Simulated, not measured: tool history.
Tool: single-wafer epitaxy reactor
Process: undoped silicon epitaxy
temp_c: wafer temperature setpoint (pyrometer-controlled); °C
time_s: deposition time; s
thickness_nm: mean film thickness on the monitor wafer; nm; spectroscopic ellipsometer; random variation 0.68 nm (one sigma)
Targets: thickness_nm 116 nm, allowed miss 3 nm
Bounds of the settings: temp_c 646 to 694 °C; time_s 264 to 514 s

Run 1, hour 0: temp_c 670 °C, time_s 389 s. Result: thickness_nm 100.66 nm.
Run 2, hour 8.3: temp_c 672 °C, time_s 390 s. Result: thickness_nm 105.9 nm.
Run 3, hour 13.4: temp_c 672 °C, time_s 350 s. Result: thickness_nm 94.735 nm.
Run 4, hour 15.7: temp_c 675 °C, time_s 351 s. Result: thickness_nm 100.18 nm.
Run 5, hour 16.4: temp_c 675 °C, time_s 302 s. Result: thickness_nm 86.334 nm.
Run 6, hour 18.3: temp_c 679 °C, time_s 303 s. Result: thickness_nm 94.015 nm.
Run 7, hour 21.8: temp_c 682 °C, time_s 304 s. Result: thickness_nm 98.665 nm.
Run 8, hour 27.3: temp_c 685 °C, time_s 305 s. Result: thickness_nm 105.31 nm.
Run 9, hour 32.4: temp_c 686 °C, time_s 305 s. Result: thickness_nm 106.51 nm.

Which of these 4 next moves meets every target?
Run A, hour 37.5: temp_c 689 °C, time_s 316 s. Result: thickness_nm ?.
Run B, hour 37.5: temp_c 690 °C, time_s 325 s. Result: thickness_nm ?.
Run C, hour 37.5: temp_c 683 °C, time_s 306 s. Result: thickness_nm ?.
Run D, hour 37.5: temp_c 679 °C, time_s 326 s. Result: thickness_nm ?.

move  thickness_nm
   A        115.36
   B        120.76
   C        100.37
   D        99.503
A: meets every target
B: takes the result that was furthest off past its target
C: further off than the last run
D: further off than the last run
The right move is A.

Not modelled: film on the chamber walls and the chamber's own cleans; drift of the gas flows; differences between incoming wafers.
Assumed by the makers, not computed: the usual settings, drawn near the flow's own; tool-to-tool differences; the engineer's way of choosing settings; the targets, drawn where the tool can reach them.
